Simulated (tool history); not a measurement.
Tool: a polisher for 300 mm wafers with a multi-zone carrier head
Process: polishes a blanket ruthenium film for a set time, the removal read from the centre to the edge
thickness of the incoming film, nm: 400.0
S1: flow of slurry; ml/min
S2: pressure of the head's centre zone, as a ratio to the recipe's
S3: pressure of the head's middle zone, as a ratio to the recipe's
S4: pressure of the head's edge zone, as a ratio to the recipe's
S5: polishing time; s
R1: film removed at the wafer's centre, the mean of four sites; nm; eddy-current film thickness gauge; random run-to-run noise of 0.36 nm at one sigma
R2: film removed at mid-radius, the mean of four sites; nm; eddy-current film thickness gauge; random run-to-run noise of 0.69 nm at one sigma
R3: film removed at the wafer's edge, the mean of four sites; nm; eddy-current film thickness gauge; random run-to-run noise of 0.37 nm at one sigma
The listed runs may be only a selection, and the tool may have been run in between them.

{"run": 1, "hour": 0.0, "S1": 165, "S2": 1.0, "S3": 1.0, "S4": 1.0, "S5": 45, "R1": 42.564, "R2": 41.968, "R3": 42.049}
{"run": 2, "hour": 3.1, "S1": 170, "S2": 1.01, "S3": 1.0, "S4": 1.02, "S5": 45, "R1": 42.75, "R2": 43.179, "R3": 42.392}
{"run": 3, "hour": 9.9, "S1": 170, "S2": 1.01, "S3": 1.0, "S4": 1.02, "S5": 37, "R1": 34.91, "R2": 34.491, "R3": 35.136}
{"run": 4, "hour": 14.6, "S1": 175, "S2": 1.02, "S3": 0.99, "S4": 1.04, "S5": 38, "R1": 36.061, "R2": 35.204, "R3": 36.439}
{"run": 5, "hour": 22.5, "S1": 190, "S2": 1.02, "S3": 0.99, "S4": 1.04, "S5": 38, "R1": 36.519, "R2": 36.216, "R3": 36.702}
{"run": 6, "hour": 28.7, "S1": 190, "S2": 1.02, "S3": 0.99, "S4": 0.96, "S5": 38, "R1": 36.808, "R2": 36.604, "R3": 35.977}
{"run": 7, "hour": 31.7, "S1": 195, "S2": 1.03, "S3": 0.98, "S4": 0.98, "S5": 39, "R1": 38.35, "R2": 36.243, "R3": 36.939}
{"run": 8, "hour": 34.4, "S1": 200, "S2": 1.03, "S3": 0.98, "S4": 1.0, "S5": 40, "R1": 39.211, "R2": 36.102, "R3": 38.158}
{"run": 9, "hour": 42.8, "S1": 205, "S2": 1.03, "S3": 0.99, "S4": 1.01, "S5": 41, "R1": 40.685, "R2": 38.074, "R3": 39.974}
{"run": 10, "hour": 49.2, "S1": 210, "S2": 1.04, "S3": 1.0, "S4": 1.02, "S5": 42, "R1": 42.213, "R2": 39.606, "R3": 40.706}
{"run": 11, "hour": 53.2, "S1": 215, "S2": 1.04, "S3": 1.0, "S4": 1.03, "S5": 43, "R1": 42.862, "R2": 39.695, "R3": 41.877}

The next listed run, before its measurement:
{"run": 12, "hour": 58.0, "S1": 220, "S2": 1.05, "S3": 1.0, "S4": 1.04, "S5": 44, "R1": "?", "R2": "?", "R3": "?"}

R1: 44.774 nm
R2: 43.488 nm
R3: 43.121 nm
